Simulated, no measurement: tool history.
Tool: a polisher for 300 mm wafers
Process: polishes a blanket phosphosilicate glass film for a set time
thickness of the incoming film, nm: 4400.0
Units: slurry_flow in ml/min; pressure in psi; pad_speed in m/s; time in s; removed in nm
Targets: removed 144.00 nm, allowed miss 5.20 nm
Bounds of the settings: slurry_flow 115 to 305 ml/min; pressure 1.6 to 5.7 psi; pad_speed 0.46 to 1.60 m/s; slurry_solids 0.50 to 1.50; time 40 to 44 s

Run 1, hour 0.0: slurry_flow 195 ml/min, pressure 3.6 psi, pad_speed 1.02 m/s, slurry_solids 1.00, time 44 s. Result: removed 370.44 nm.
Run 2, hour 6.3: slurry_flow 195 ml/min, pressure 3.3 psi, pad_speed 0.94 m/s, slurry_solids 1.00, time 44 s. Result: removed 321.47 nm.
Run 3, hour 14.4: slurry_flow 195 ml/min, pressure 3.0 psi, pad_speed 0.88 m/s, slurry_solids 1.00, time 44 s. Result: removed 276.52 nm.
Run 4, hour 22.7: slurry_flow 195 ml/min, pressure 2.8 psi, pad_speed 0.84 m/s, slurry_solids 1.00, time 44 s. Result: removed 250.95 nm.
Run 5, hour 25.5: slurry_flow 220 ml/min, pressure 2.8 psi, pad_speed 0.84 m/s, slurry_solids 1.00, time 44 s. Result: removed 251.27 nm.
Run 6, hour 26.7: slurry_flow 255 ml/min, pressure 2.8 psi, pad_speed 0.84 m/s, slurry_solids 1.00, time 44 s. Result: removed 256.62 nm.
Run 7, hour 35.0: slurry_flow 255 ml/min, pressure 2.6 psi, pad_speed 0.80 m/s, slurry_solids 1.00, time 44 s. Result: removed 229.87 nm.
Run 8, hour 38.0: slurry_flow 255 ml/min, pressure 2.4 psi, pad_speed 0.78 m/s, slurry_solids 1.00, time 44 s. Result: removed 211.60 nm.
Run 9, hour 40.4: slurry_flow 255 ml/min, pressure 2.4 psi, pad_speed 0.78 m/s, slurry_solids 1.00, time 44 s. Result: removed 208.10 nm.
Run 10, hour 47.5: slurry_flow 255 ml/min, pressure 2.3 psi, pad_speed 0.76 m/s, slurry_solids 1.00, time 44 s. Result: removed 198.92 nm.
Run 11, hour 54.5: slurry_flow 255 ml/min, pressure 2.2 psi, pad_speed 0.74 m/s, slurry_solids 1.00, time 44 s. Result: removed 185.23 nm.
Run 12, hour 56.5: slurry_flow 255 ml/min, pressure 2.1 psi, pad_speed 0.74 m/s, slurry_solids 1.00, time 44 s. Result: removed 179.27 nm.
Run 13, hour 64.4: slurry_flow 255 ml/min, pressure 2.0 psi, pad_speed 0.74 m/s, slurry_solids 1.00, time 44 s. Result: removed 172.67 nm.
Run 14, hour 67.7: slurry_flow 255 ml/min, pressure 1.9 psi, pad_speed 0.74 m/s, slurry_solids 1.00, time 44 s. Result: removed 163.67 nm.

Which of these 4 next moves meets every target?
Run A, hour 71.0: slurry_flow 285 ml/min, pressure 2.2 psi, pad_speed 0.56 m/s, slurry_solids 0.90, time 44 s. Result: removed ?.
Run B, hour 71.0: slurry_flow 235 ml/min, pressure 1.9 psi, pad_speed 0.80 m/s, slurry_solids 1.15, time 44 s. Result: removed ?.
Run C, hour 71.0: slurry_flow 260 ml/min, pressure 1.8 psi, pad_speed 0.58 m/s, slurry_solids 1.05, time 44 s. Result: removed ?.
Run D, hour 71.0: slurry_flow 200 ml/min, pressure 2.3 psi, pad_speed 1.12 m/s, slurry_solids 0.60, time 43 s. Result: removed ?.

move  removed
   A   146.12
   B   185.26
   C   134.07
   D   178.97
A: meets every target
B: further off than the last run
C: takes the result that was furthest off past its target
D: further off than the last run
The right move is A.

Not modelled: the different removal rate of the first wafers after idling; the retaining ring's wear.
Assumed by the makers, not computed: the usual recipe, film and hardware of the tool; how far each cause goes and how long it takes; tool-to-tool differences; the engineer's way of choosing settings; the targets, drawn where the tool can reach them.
